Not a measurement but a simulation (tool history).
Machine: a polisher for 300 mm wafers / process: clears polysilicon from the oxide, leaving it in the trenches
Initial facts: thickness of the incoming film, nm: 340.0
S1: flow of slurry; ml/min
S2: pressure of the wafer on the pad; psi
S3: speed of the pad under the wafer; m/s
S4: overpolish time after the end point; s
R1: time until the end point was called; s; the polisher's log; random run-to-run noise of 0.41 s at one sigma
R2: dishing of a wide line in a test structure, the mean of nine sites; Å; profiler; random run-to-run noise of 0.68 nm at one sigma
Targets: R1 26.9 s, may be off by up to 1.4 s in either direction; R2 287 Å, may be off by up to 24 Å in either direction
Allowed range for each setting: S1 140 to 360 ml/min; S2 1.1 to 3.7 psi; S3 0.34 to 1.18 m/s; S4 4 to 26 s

Run 1, day 0: S1 230 ml/min, S2 2.4 psi, S3 0.76 m/s, S4 13 s. Result: R1 39.187 s, R2 376.44 Å.
Run 2, day 0.288: S1 185 ml/min, S2 2.4 psi, S3 0.76 m/s, S4 13 s. Result: R1 40.683 s, R2 389.89 Å.
Run 3, day 0.546: S1 185 ml/min, S2 2.4 psi, S3 0.76 m/s, S4 10 s. Result: R1 40.716 s, R2 340.34 Å.
Run 4, day 0.804: S1 195 ml/min, S2 2.5 psi, S3 0.76 m/s, S4 9 s. Result: R1 37.547 s, R2 346.77 Å.
Run 5, day 0.9: S1 225 ml/min, S2 2.5 psi, S3 0.78 m/s, S4 8 s. Result: R1 36.846 s, R2 331.69 Å.
Run 6, day 0.983: S1 195 ml/min, S2 2.5 psi, S3 0.78 m/s, S4 8 s. Result: R1 37.318 s, R2 335.75 Å.
Run 7, day 1.188: S1 225 ml/min, S2 2.6 psi, S3 0.78 m/s, S4 7 s. Result: R1 35.148 s, R2 333.15 Å.
Run 8, day 1.462: S1 245 ml/min, S2 2.6 psi, S3 0.82 m/s, S4 6 s. Result: R1 33.915 s, R2 316.21 Å.

Of the 5 settings listed for the next run, only one would bring every result within its allowed miss of target. Which one?
Run A, day 1.738: S1 300 ml/min, S2 2.9 psi, S3 0.6 m/s, S4 12 s. Result: R1 ?, R2 ?.
Run B, day 1.738: S1 235 ml/min, S2 2.4 psi, S3 0.64 m/s, S4 10 s. Result: R1 ?, R2 ?.
Run C, day 1.738: S1 225 ml/min, S2 2.8 psi, S3 0.68 m/s, S4 10 s. Result: R1 ?, R2 ?.
Run D, day 1.738: S1 290 ml/min, S2 2.8 psi, S3 0.92 m/s, S4 7 s. Result: R1 ?, R2 ?.
Run E, day 1.738: S1 240 ml/min, S2 2.5 psi, S3 1.08 m/s, S4 4 s. Result: R1 ?, R2 ?.

move      R1      R2
   A  40.791  375.21
   B  46.215  340.95
   C  38.374  362.96
   D  27.876  358.87
   E  26.777  288.68
A: moves away from the targets compared with the last run
B: moves away from the targets compared with the last run
C: moves away from the targets compared with the last run
D: meets the target for the result that was furthest off, but another lies outside its allowed miss
E: every result lands within tolerance
Go with E: it meets all targets.

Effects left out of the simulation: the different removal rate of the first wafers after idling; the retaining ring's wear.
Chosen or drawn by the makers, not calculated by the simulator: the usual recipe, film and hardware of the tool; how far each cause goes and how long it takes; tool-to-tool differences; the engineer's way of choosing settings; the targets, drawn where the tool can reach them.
